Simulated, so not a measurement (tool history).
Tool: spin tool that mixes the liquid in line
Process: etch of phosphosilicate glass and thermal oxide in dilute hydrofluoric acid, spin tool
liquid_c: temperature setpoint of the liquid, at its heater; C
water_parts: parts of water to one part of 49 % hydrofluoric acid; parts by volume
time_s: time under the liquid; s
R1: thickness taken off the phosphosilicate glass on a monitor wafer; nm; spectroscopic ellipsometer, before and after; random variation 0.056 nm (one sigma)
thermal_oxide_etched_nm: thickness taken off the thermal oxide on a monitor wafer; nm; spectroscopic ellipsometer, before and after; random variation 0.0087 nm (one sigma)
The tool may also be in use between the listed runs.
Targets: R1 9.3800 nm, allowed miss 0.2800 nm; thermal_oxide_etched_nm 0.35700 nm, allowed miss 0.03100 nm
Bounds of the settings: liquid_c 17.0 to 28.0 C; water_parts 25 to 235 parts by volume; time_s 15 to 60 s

{"run": 1, "day": 0.0, "liquid_c": 20.0, "water_parts": 130, "time_s": 30, "R1": 23.105, "thermal_oxide_etched_nm": 0.90036}
{"run": 2, "day": 0.271, "liquid_c": 18.5, "water_parts": 130, "time_s": 30, "R1": 21.369, "thermal_oxide_etched_nm": 0.80367}
{"run": 3, "day": 0.546, "liquid_c": 18.5, "water_parts": 95, "time_s": 30, "R1": 30.416, "thermal_oxide_etched_nm": 1.0959}
{"run": 4, "day": 0.6, "liquid_c": 18.0, "water_parts": 130, "time_s": 30, "R1": 21.017, "thermal_oxide_etched_nm": 0.77104}
{"run": 5, "day": 0.788, "liquid_c": 17.5, "water_parts": 155, "time_s": 30, "R1": 16.938, "thermal_oxide_etched_nm": 0.61946}
{"run": 6, "day": 0.904, "liquid_c": 17.5, "water_parts": 180, "time_s": 30, "R1": 14.252, "thermal_oxide_etched_nm": 0.5147}
{"run": 7, "day": 0.967, "liquid_c": 17.5, "water_parts": 180, "time_s": 30, "R1": 14.186, "thermal_oxide_etched_nm": 0.55465}
{"run": 8, "day": 1.167, "liquid_c": 17.5, "water_parts": 180, "time_s": 30, "R1": 14.254, "thermal_oxide_etched_nm": 0.56625}
{"run": 9, "day": 1.325, "liquid_c": 17.5, "water_parts": 195, "time_s": 30, "R1": 12.918, "thermal_oxide_etched_nm": 0.48887}
{"run": 10, "day": 1.6, "liquid_c": 17.5, "water_parts": 210, "time_s": 30, "R1": 11.834, "thermal_oxide_etched_nm": 0.44935}
{"run": 11, "day": 1.833, "liquid_c": 17.5, "water_parts": 220, "time_s": 30, "R1": 11.105, "thermal_oxide_etched_nm": 0.43537}
{"run": 12, "day": 2.117, "liquid_c": 17.5, "water_parts": 225, "time_s": 30, "R1": 10.931, "thermal_oxide_etched_nm": 0.39115}
{"run": 13, "day": 2.483, "liquid_c": 17.0, "water_parts": 225, "time_s": 30, "R1": 10.606, "thermal_oxide_etched_nm": 0.40365}
{"run": 14, "day": 2.779, "liquid_c": 17.0, "water_parts": 230, "time_s": 30, "R1": 10.452, "thermal_oxide_etched_nm": 0.40692}
{"run": 15, "day": 2.925, "liquid_c": 17.5, "water_parts": 235, "time_s": 30, "R1": 10.273, "thermal_oxide_etched_nm": 0.39434}
{"run": 16, "day": 3.129, "liquid_c": 17.0, "water_parts": 235, "time_s": 30, "R1": 10.313, "thermal_oxide_etched_nm": 0.38819}
{"run": 17, "day": 3.25, "liquid_c": 17.0, "water_parts": 235, "time_s": 25, "R1": 8.465, "thermal_oxide_etched_nm": 0.33607}
{"run": 18, "day": 3.35, "liquid_c": 17.5, "water_parts": 235, "time_s": 25, "R1": 8.5749, "thermal_oxide_etched_nm": 0.32277}

4 next moves are on the table. One of them brings every result within its allowed miss. Which?
{"run": "A", "day": 3.45, "liquid_c": 19.0, "water_parts": 235, "time_s": 20, "R1": "?", "thermal_oxide_etched_nm": "?"}
{"run": "B", "day": 3.45, "liquid_c": 18.5, "water_parts": 225, "time_s": 25, "R1": "?", "thermal_oxide_etched_nm": "?"}
{"run": "C", "day": 3.45, "liquid_c": 22.0, "water_parts": 230, "time_s": 20, "R1": "?", "thermal_oxide_etched_nm": "?"}
{"run": "D", "day": 3.45, "liquid_c": 28.0, "water_parts": 230, "time_s": 15, "R1": "?", "thermal_oxide_etched_nm": "?"}

move=A R1=7.2962 thermal_oxide_etched_nm=0.27377
move=B R1=9.4308 thermal_oxide_etched_nm=0.35387
move=C R1=8.3872 thermal_oxide_etched_nm=0.31471
move=D R1=7.7996 thermal_oxide_etched_nm=0.29266
A: further off than the last run
B: meets every target
C: further off than the last run
D: further off than the last run
The right move is B.

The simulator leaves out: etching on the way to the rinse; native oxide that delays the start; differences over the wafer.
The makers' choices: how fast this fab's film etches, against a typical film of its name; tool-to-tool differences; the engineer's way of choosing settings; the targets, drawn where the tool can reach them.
